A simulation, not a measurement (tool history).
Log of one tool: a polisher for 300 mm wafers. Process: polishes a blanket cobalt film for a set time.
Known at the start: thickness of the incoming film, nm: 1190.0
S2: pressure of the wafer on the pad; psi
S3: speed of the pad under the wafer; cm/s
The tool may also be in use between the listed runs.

run 1 hour=0.0 | flow_of_slurry_(ml/min)=315 S2=1.6 S3=116 polishing_time_(s)=64 | film_removed_(Å)=2723.3
run 2 hour=4.3 | flow_of_slurry_(ml/min)=315 S2=1.8 S3=116 polishing_time_(s)=64 | film_removed_(Å)=2904.0
run 3 hour=6.2 | flow_of_slurry_(ml/min)=315 S2=2.0 S3=120 polishing_time_(s)=64 | film_removed_(Å)=3271.8
run 4 hour=10.8 | flow_of_slurry_(ml/min)=315 S2=2.2 S3=124 polishing_time_(s)=64 | film_removed_(Å)=3556.3
run 5 hour=16.6 | flow_of_slurry_(ml/min)=315 S2=2.3 S3=128 polishing_time_(s)=64 | film_removed_(Å)=3841.7
run 6 hour=23.0 | flow_of_slurry_(ml/min)=345 S2=2.3 S3=128 polishing_time_(s)=64 | film_removed_(Å)=3793.3
run 7 hour=25.9 | flow_of_slurry_(ml/min)=345 S2=2.4 S3=132 polishing_time_(s)=64 | film_removed_(Å)=4076.9

Run 8 comes next. What will it give?
run 8 hour=33.8 | flow_of_slurry_(ml/min)=345 S2=2.5 S3=134 polishing_time_(s)=64 | film_removed_(Å)=?

film removed (Å): 4281.9

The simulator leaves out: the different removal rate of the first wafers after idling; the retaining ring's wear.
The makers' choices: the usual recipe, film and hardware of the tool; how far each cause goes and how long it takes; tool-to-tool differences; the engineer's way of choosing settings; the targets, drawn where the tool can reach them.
